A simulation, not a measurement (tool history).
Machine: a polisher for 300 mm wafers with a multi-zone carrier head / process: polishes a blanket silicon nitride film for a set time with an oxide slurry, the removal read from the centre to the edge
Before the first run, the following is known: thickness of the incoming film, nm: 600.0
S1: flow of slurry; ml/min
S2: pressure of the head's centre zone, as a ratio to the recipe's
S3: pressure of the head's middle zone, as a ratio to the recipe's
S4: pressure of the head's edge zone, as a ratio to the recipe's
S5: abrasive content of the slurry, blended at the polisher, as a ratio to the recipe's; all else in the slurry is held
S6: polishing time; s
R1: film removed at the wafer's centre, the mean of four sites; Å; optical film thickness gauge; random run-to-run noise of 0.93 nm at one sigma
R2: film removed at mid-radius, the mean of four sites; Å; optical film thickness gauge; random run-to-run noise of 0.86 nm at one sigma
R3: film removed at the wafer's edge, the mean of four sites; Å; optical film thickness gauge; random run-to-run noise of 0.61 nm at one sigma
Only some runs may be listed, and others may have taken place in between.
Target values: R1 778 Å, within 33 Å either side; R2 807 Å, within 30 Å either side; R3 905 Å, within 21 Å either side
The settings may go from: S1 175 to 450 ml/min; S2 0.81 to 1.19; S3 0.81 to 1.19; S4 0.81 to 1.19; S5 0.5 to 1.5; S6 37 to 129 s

run 1 hour=0 | S1=290 S2=1 S3=1 S4=1 S5=1 S6=83 | R1=688.86 R2=688.12 R3=702.05
run 2 hour=1.7 | S1=295 S2=0.99 S3=1 S4=1.03 S5=1.05 S6=83 | R1=688.72 R2=722.49 R3=722.71
run 3 hour=7.5 | S1=295 S2=0.99 S3=1 S4=1.11 S5=1.05 S6=83 | R1=694.95 R2=720.33 R3=754.63
run 4 hour=10.8 | S1=295 S2=0.99 S3=1 S4=1.05 S5=1.05 S6=83 | R1=688.28 R2=710.52 R3=738.93
run 5 hour=12.2 | S1=295 S2=0.92 S3=1 S4=1.05 S5=1.05 S6=83 | R1=656.85 R2=723.97 R3=733
run 6 hour=15.1 | S1=295 S2=0.93 S3=0.99 S4=1.07 S5=1.1 S6=83 | R1=666.66 R2=721.73 R3=766.82
run 7 hour=16.3 | S1=340 S2=1.03 S3=1.06 S4=1.17 S5=1.3 S6=83 | R1=829.77 R2=863.95 R3=894.35
run 8 hour=19.1 | S1=335 S2=1.02 S3=1.05 S4=1.17 S5=1.3 S6=83 | R1=817.48 R2=843.48 R3=883.26
run 9 hour=22.3 | S1=335 S2=1.02 S3=1.05 S4=1.17 S5=1.3 S6=83 | R1=820.24 R2=849.26 R3=882.6
run 10 hour=26 | S1=335 S2=1.01 S3=1.04 S4=1.17 S5=1.3 S6=83 | R1=796.57 R2=858.88 R3=890.36

Exercise: of the 4 proposed moves below, exactly one satisfies all targets within the stated allowed misses. Which move is it?
run A hour=29.7 | S1=330 S2=1.1 S3=0.96 S4=1.19 S5=1.2 S6=87 | R1=? R2=? R3=?
run B hour=29.7 | S1=350 S2=1.01 S3=1.02 S4=1.19 S5=1.2 S6=83 | R1=? R2=? R3=?
run C hour=29.7 | S1=375 S2=0.95 S3=1.16 S4=1.1 S5=1.5 S6=78 | R1=? R2=? R3=?
run D hour=29.7 | S1=385 S2=0.96 S3=0.98 S4=1.19 S5=1.3 S6=83 | R1=? R2=? R3=?

move=A R1=863.24 R2=808.51 R3=892.88
move=B R1=770.61 R2=816.48 R3=854.68
move=C R1=770.24 R2=958.12 R3=859.69
move=D R1=775.96 R2=829.4 R3=896.67
A: meets the target for the result that was furthest off, but another lies outside its allowed miss
B: meets the target for the result that was furthest off, but another lies outside its allowed miss
C: misses by more than the last run did
D: every result within its allowed miss
Correct choice: D, which meets every target
